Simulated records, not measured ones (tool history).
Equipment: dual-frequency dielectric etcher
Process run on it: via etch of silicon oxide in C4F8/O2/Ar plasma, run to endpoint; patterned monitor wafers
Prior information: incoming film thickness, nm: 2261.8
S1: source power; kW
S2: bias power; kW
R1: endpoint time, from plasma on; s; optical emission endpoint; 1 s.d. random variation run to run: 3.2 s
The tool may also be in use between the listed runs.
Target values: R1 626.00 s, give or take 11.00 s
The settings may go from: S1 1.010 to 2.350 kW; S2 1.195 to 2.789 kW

run  hour     S1     S2      R1
  1   0.0  1.680  1.992  511.58
  2   7.8  1.470  1.874  569.35
  3  12.1  1.390  1.865  587.46
  4  16.8  1.250  1.865  639.87
  5  25.5  1.450  1.865  571.39
  6  29.3  1.560  1.865  544.90
  7  37.9  1.460  1.852  575.30
  8  41.8  1.210  1.821  657.60
  9  48.1  1.240  1.824  641.98
 10  49.0  1.260  1.826  637.08

Below are 4 possible settings for the next run. Only one of them brings all results inside the allowed miss of their targets. Which is it?
  A  49.9  1.320  1.415   ?
  B  49.9  1.210  1.920   ?
  C  49.9  1.330  1.891   ?
  D  49.9  1.200  2.251   ?

move      R1
   A  656.15
   B  642.15
   C  600.78
   D  615.80
A: misses by more than the last run did
B: misses by more than the last run did
C: takes the biggest miss from the last run beyond its target
D: meets every target
Answer: D
